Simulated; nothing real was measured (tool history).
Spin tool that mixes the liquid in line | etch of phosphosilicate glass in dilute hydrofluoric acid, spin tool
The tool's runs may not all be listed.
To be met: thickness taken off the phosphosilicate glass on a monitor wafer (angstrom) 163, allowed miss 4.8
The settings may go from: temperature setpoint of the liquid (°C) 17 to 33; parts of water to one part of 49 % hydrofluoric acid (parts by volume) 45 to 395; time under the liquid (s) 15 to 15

run	day	temperature setpoint of the liquid (°C)	parts of water to one part of 49 % hydrofluoric acid (parts by volume)	time under the liquid (s)	thickness taken off the phosphosilicate glass on a monitor wafer (angstrom)
1	0	25	220	15	110.9
2	0.225	25	265	15	88.593
3	0.483	22.5	265	15	80.794
4	0.575	22.5	320	15	63.097
5	0.608	22.5	285	15	72.283
6	0.967	23.5	275	15	79.333
7	1.333	24.5	265	15	85.105
8	1.496	24.5	265	15	86.789
9	1.542	25.5	255	15	93.731

5 next moves are on the table. One of them brings every result within its allowed miss. Which?
A	1.588	26	165	15	?
B	1.588	23	295	15	?
C	1.588	23	175	15	?
D	1.588	26.5	180	15	?
E	1.588	25.5	180	15	?

move	thickness taken off the phosphosilicate glass on a monitor wafer (angstrom)
A	164.7
B	72.057
C	137.2
D	151.1
E	145.66
A: meets every target
B: further off than the last run
C: nearer than the last run, and not there yet
D: nearer than the last run, and not there yet
E: nearer than the last run, and not there yet
The right move is A.

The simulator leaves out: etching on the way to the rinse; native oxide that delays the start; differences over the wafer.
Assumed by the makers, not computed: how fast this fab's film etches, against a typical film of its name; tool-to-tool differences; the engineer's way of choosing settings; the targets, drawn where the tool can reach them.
